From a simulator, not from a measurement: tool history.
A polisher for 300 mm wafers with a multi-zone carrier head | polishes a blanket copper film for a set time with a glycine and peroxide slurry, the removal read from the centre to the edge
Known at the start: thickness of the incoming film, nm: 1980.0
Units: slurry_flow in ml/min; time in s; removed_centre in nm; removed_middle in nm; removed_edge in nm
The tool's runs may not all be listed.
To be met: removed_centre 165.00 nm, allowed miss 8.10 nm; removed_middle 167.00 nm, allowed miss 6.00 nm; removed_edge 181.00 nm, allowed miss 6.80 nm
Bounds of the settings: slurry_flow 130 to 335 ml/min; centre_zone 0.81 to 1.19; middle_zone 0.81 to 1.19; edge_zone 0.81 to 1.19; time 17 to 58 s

run,hour,slurry_flow,centre_zone,middle_zone,edge_zone,time,removed_centre,removed_middle,removed_edge
1,0.0,215,1.00,1.00,1.00,37,270.04,268.77,275.74
2,8.6,205,0.97,0.96,0.97,33,240.14,223.16,235.34
3,11.3,195,0.92,0.96,0.98,30,204.50,206.05,218.24
4,13.8,195,0.85,0.96,0.98,30,186.03,207.93,217.81
5,20.3,195,0.91,0.96,0.98,30,203.29,205.62,217.44
6,22.7,190,0.88,0.94,0.96,29,189.36,192.98,211.25
7,26.0,190,0.87,0.94,0.94,27,174.08,179.01,190.22
8,30.3,185,0.86,0.93,0.93,27,170.01,174.49,190.33
9,36.8,180,0.86,0.93,0.91,27,171.30,177.71,191.11
10,43.9,180,0.86,0.92,0.89,27,166.81,176.12,187.88
11,51.2,180,0.87,0.91,0.88,27,172.43,176.83,187.22
12,53.8,175,0.87,0.90,0.87,27,169.72,172.04,185.89

5 next moves are on the table. One of them brings every result within its allowed miss. Which?
A,56.4,185,0.93,0.83,0.87,27,?,?,?
B,56.4,165,0.88,0.91,0.89,26,?,?,?
C,56.4,155,0.88,0.95,0.83,28,?,?,?
D,56.4,180,0.85,0.97,0.81,27,?,?,?
E,56.4,200,0.88,0.94,0.84,27,?,?,?

move,removed_centre,removed_middle,removed_edge
A,181.10,164.03,184.49
B,162.87,168.46,177.77
C,174.15,186.83,184.54
D,165.04,186.24,178.03
E,172.91,183.28,182.38
A: brings the result that was furthest off to its target, and leaves another outside
B: meets every target
C: further off than the last run
D: further off than the last run
E: further off than the last run
Move B is the one to make.
